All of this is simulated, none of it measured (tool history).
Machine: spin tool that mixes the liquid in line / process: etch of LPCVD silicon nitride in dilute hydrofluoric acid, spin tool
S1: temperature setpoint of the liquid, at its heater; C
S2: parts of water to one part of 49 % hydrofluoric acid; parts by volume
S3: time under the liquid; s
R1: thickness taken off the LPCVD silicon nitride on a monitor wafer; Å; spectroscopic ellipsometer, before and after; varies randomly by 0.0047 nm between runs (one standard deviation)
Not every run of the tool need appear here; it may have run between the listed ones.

run	hour	S1	S2	S3	R1
1	0.0	21.0	115	75	2.8378
2	4.8	20.5	130	70	2.2458
3	12.0	20.0	140	65	1.8538
4	16.2	22.0	140	65	1.9890
5	20.0	22.0	150	60	1.7663
6	20.7	24.0	150	60	2.2160

Forecast run 7:
7	26.2	23.0	155	60	?

{"run 7": {"R1": 1.8566}}

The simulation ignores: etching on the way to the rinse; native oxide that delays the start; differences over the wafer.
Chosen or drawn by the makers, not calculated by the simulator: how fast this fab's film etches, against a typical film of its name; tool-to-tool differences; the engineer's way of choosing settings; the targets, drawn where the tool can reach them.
